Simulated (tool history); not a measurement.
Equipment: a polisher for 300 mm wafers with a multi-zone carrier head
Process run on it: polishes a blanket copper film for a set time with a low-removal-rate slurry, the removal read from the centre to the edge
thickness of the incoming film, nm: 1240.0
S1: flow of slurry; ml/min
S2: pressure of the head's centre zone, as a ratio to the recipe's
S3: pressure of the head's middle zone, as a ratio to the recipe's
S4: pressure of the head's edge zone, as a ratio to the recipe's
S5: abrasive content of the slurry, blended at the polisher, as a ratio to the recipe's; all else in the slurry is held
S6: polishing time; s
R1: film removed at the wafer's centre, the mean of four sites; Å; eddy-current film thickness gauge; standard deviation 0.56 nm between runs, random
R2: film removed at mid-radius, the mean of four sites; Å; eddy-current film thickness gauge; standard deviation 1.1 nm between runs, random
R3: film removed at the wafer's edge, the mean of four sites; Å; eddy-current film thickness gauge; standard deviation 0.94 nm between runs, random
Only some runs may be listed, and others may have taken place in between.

Run 1, hour 0: S1 265 ml/min, S2 1, S3 1, S4 1, S5 1, S6 50 s. Result: R1 1054.8 Å, R2 1053.1 Å, R3 1007 Å.
Run 2, hour 5.8: S1 265 ml/min, S2 1, S3 1, S4 1, S5 0.8, S6 50 s. Result: R1 1017 Å, R2 955.78 Å, R3 991.32 Å.
Run 3, hour 12.1: S1 265 ml/min, S2 1, S3 0.97, S4 1, S5 0.8, S6 50 s. Result: R1 1016.4 Å, R2 970.95 Å, R3 992.65 Å.
Run 4, hour 13.4: S1 265 ml/min, S2 1, S3 1.01, S4 1, S5 0.8, S6 50 s. Result: R1 1006.1 Å, R2 973.52 Å, R3 997.16 Å.
Run 5, hour 14.2: S1 300 ml/min, S2 1, S3 1.01, S4 1, S5 0.8, S6 50 s. Result: R1 1026.2 Å, R2 1008.8 Å, R3 992.47 Å.
Run 6, hour 19.4: S1 300 ml/min, S2 1, S3 0.98, S4 1, S5 0.8, S6 50 s. Result: R1 1033.7 Å, R2 997.48 Å, R3 999.98 Å.
Run 7, hour 28.3: S1 300 ml/min, S2 0.97, S3 1, S4 0.97, S5 0.75, S6 48 s. Result: R1 957.05 Å, R2 937.12 Å, R3 937.76 Å.
Run 8, hour 30.4: S1 305 ml/min, S2 0.94, S3 1.02, S4 0.95, S5 0.7, S6 46 s. Result: R1 868.04 Å, R2 890.55 Å, R3 855.03 Å.

The next listed run, before its measurement:
Run 9, hour 33.6: S1 295 ml/min, S2 0.91, S3 1.03, S4 0.94, S5 0.65, S6 46 s. Result: R1 ?, R2 ?, R3 ?.

{"run 9": {"R1": 827.62, "R2": 918.91, "R3": 858.38}}
